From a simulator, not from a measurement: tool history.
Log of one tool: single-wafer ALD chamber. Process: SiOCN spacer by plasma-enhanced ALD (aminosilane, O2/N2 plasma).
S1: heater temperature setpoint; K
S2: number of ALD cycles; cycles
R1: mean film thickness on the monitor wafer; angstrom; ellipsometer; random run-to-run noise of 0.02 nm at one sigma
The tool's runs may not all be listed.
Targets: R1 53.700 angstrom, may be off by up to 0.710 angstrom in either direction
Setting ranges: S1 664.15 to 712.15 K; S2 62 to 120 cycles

run 1 hour=0.0 | S1=688.15 S2=91 | R1=48.541
run 2 hour=6.2 | S1=688.15 S2=78 | R1=41.573
run 3 hour=11.2 | S1=682.15 S2=84 | R1=45.799
run 4 hour=16.2 | S1=674.15 S2=84 | R1=46.597
run 5 hour=23.4 | S1=674.15 S2=75 | R1=41.725
run 6 hour=31.2 | S1=674.15 S2=80 | R1=44.619
run 7 hour=35.5 | S1=665.15 S2=94 | R1=52.382
run 8 hour=39.1 | S1=665.15 S2=94 | R1=52.026
run 9 hour=45.3 | S1=665.15 S2=95 | R1=52.499

Exercise: of the 4 proposed moves below, exactly one satisfies all targets within the stated allowed misses. Which move is it?
run A hour=51.5 | S1=664.15 S2=91 | R1=?
run B hour=51.5 | S1=667.15 S2=97 | R1=?
run C hour=51.5 | S1=667.15 S2=94 | R1=?
run D hour=51.5 | S1=665.15 S2=93 | R1=?

move=A R1=50.729
move=B R1=54.074
move=C R1=52.401
move=D R1=51.844
A: further off than the last run
B: each result inside its tolerance
C: further off than the last run
D: further off than the last run
B meets every target.

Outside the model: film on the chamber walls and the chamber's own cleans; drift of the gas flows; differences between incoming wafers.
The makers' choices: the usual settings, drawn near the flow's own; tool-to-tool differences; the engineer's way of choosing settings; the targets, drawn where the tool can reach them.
